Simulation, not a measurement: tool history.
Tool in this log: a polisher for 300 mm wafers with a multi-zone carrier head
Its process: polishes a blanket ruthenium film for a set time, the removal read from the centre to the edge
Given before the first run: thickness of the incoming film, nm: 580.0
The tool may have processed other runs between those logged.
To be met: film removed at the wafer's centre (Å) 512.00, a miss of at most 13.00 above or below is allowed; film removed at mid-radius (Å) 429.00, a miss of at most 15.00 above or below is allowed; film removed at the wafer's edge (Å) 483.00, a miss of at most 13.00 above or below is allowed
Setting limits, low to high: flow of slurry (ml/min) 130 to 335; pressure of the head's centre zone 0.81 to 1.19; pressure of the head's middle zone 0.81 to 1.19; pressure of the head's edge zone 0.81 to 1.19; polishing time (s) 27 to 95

run	day	flow of slurry (ml/min)	pressure of the head's centre zone	pressure of the head's middle zone	pressure of the head's edge zone	polishing time (s)	film removed at the wafer's centre (Å)	film removed at mid-radius (Å)	film removed at the wafer's edge (Å)
1	0.000	215	1.00	1.00	1.00	61	365.24	353.41	346.08
2	0.354	215	1.00	1.00	0.92	61	366.01	347.02	336.04
3	0.438	195	1.00	1.00	0.92	61	363.43	351.68	334.12
4	0.717	210	1.02	0.97	0.99	66	398.16	382.70	385.09
5	0.871	225	1.07	0.95	1.03	68	427.35	382.77	400.74
6	1.133	230	1.09	0.94	1.06	70	451.80	383.96	414.49
7	1.225	235	1.09	0.94	1.08	72	460.79	404.72	440.95
8	1.550	245	1.11	0.94	1.10	73	482.17	410.03	445.82
9	1.717	255	1.11	0.94	1.12	74	482.48	415.60	459.28
10	2.046	255	1.12	0.94	1.13	75	497.10	423.19	468.28
11	2.112	255	1.12	0.94	1.13	75	491.52	417.94	460.98

Which single option among these 4 for the next run brings every result within its allowed miss of target? Just one does.
A	2.179	280	1.14	0.93	1.14	76	?	?	?
B	2.179	265	1.04	1.01	1.18	75	?	?	?
C	2.179	275	1.04	0.82	1.09	78	?	?	?
D	2.179	260	1.01	0.92	1.17	76	?	?	?

move	film removed at the wafer's centre (Å)	film removed at mid-radius (Å)	film removed at the wafer's edge (Å)
A	511.39	427.96	475.97
B	469.81	450.38	475.89
C	489.76	395.66	477.58
D	465.03	421.50	480.04
A: hits every target within its allowed miss
B: brings the last run's worst result on target, with another outside its allowed miss
C: brings the last run's worst result on target, with another outside its allowed miss
D: brings the last run's worst result on target, with another outside its allowed miss
The move that meets every target is A.

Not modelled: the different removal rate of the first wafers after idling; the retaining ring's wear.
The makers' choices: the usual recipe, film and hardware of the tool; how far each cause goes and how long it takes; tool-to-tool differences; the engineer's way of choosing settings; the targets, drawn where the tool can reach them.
